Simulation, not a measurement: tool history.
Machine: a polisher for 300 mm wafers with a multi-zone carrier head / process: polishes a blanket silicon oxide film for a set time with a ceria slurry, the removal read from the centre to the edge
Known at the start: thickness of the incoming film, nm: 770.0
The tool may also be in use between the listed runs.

| run | hour | flow of slurry (ml/min) | pressure of the head's centre zone | pressure of the head's middle zone | pressure of the head's edge zone | polishing time (s) | film removed at the wafer's centre (Å) | film removed at mid-radius (Å) | film removed at the wafer's edge (Å) |
|---|---|---|---|---|---|---|---|---|---|
| 1 | 0 | 125 | 1 | 1 | 1 | 39 | 2264.9 | 2237 | 2292.4 |
| 2 | 7.6 | 125 | 1 | 1 | 1 | 46 | 2662.9 | 2620.4 | 2669.7 |
| 3 | 11.9 | 115 | 0.97 | 0.96 | 0.98 | 44 | 2423.3 | 2407.7 | 2516.2 |
| 4 | 13.9 | 115 | 0.97 | 0.9 | 0.98 | 44 | 2392.4 | 2257.9 | 2497.3 |
| 5 | 20.1 | 125 | 0.97 | 0.9 | 0.98 | 44 | 2461 | 2273.8 | 2536.4 |
| 6 | 21.3 | 120 | 0.95 | 0.88 | 0.97 | 42 | 2249.8 | 2125.9 | 2386.1 |
| 7 | 25.5 | 85 | 0.92 | 0.81 | 0.96 | 36 | 1655 | 1543 | 1883.8 |
| 8 | 32.4 | 90 | 0.92 | 0.82 | 0.97 | 36 | 1692.1 | 1615.4 | 1937.2 |

For run 9, what comes out?
| 9 | 41 | 95 | 0.92 | 0.82 | 0.97 | 36 | ? | ? | ? |

film removed at the wafer's centre (Å): 1738.4
film removed at mid-radius (Å): 1644.8
film removed at the wafer's edge (Å): 1946.2
